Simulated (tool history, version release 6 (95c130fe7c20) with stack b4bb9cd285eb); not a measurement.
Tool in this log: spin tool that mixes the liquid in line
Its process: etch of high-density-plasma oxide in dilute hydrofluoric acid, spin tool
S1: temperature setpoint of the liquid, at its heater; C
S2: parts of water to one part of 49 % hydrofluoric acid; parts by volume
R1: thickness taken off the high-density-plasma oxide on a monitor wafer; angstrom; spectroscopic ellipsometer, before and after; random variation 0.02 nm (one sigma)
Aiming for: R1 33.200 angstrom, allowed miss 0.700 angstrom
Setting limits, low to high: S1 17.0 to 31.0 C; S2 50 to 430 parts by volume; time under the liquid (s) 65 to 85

Run 1, hour 0.0: S1 23.0 C, S2 240 parts by volume, time under the liquid (s) 85. Result: R1 20.667 angstrom.
Run 2, hour 3.9: S1 24.0 C, S2 235 parts by volume, time under the liquid (s) 85. Result: R1 21.749 angstrom.
Run 3, hour 9.6: S1 24.0 C, S2 235 parts by volume, time under the liquid (s) 65. Result: R1 16.778 angstrom.
Run 4, hour 15.9: S1 24.0 C, S2 315 parts by volume, time under the liquid (s) 65. Result: R1 11.675 angstrom.
Run 5, hour 17.8: S1 24.0 C, S2 315 parts by volume, time under the liquid (s) 65. Result: R1 11.487 angstrom.
Run 6, hour 25.6: S1 22.5 C, S2 315 parts by volume, time under the liquid (s) 65. Result: R1 10.913 angstrom.
Run 7, hour 29.8: S1 24.0 C, S2 290 parts by volume, time under the liquid (s) 65. Result: R1 12.947 angstrom.
Run 8, hour 31.0: S1 25.0 C, S2 265 parts by volume, time under the liquid (s) 65. Result: R1 14.908 angstrom.
Run 9, hour 33.3: S1 25.0 C, S2 240 parts by volume, time under the liquid (s) 65. Result: R1 16.888 angstrom.
Run 10, hour 41.2: S1 25.0 C, S2 220 parts by volume, time under the liquid (s) 65. Result: R1 18.853 angstrom.
Run 11, hour 44.3: S1 25.0 C, S2 205 parts by volume, time under the liquid (s) 65. Result: R1 20.720 angstrom.

Pick the move, out of 5, that brings all results within their allowed miss; only one does.
Run A, hour 47.4: S1 24.5 C, S2 170 parts by volume, time under the liquid (s) 85. Result: R1 ?.
Run B, hour 47.4: S1 28.0 C, S2 195 parts by volume, time under the liquid (s) 85. Result: R1 ?.
Run C, hour 47.4: S1 29.0 C, S2 165 parts by volume, time under the liquid (s) 85. Result: R1 ?.
Run D, hour 47.4: S1 24.5 C, S2 180 parts by volume, time under the liquid (s) 85. Result: R1 ?.
Run E, hour 47.4: S1 25.5 C, S2 170 parts by volume, time under the liquid (s) 85. Result: R1 ?.

move      R1
   A  33.451
   B  32.193
   C  40.896
   D  31.241
   E  34.723
A: all results in spec
B: better than the last run, though not everything is in spec
C: takes the result that was furthest off past its target
D: better than the last run, though not everything is in spec
E: takes the result that was furthest off past its target
The right move is A.

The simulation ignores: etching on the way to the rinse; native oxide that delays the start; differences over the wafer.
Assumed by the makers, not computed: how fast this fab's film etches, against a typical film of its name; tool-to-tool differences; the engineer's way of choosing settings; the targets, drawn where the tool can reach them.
